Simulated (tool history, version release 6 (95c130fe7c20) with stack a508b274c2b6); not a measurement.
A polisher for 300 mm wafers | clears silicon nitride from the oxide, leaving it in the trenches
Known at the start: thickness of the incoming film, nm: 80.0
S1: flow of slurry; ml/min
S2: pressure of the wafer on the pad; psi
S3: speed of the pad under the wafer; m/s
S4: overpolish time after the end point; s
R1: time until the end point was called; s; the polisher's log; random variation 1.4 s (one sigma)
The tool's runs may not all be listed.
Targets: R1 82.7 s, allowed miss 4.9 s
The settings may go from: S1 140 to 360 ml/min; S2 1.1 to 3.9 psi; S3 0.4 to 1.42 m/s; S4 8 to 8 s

run,hour,S1,S2,S3,S4,R1
1,0,230,2.5,0.9,8,136.43
2,1.6,230,2.5,0.9,8,137.47
3,3.1,230,2.5,1.06,8,114.93
4,9.7,230,2.7,1.06,8,109.48
5,12.5,230,2.8,1.06,8,106.2
6,17.8,230,2.9,1.06,8,101.93
7,19.2,230,3,1.06,8,98.403
8,27,230,3.1,1.06,8,93.693
9,29,230,3.3,1.06,8,88.715

Which of these 5 next moves meets every target?
A,31,195,3.2,1,8,?
B,31,170,3.5,1.28,8,?
C,31,245,2.9,1.08,8,?
D,31,290,3.5,1.08,8,?
E,31,245,3.3,0.98,8,?

move,R1
A,97.537
B,71.355
C,97.291
D,79.753
E,94.278
A: further off than the last run
B: takes the result that was furthest off past its target
C: further off than the last run
D: meets every target
E: further off than the last run
The right move is D.
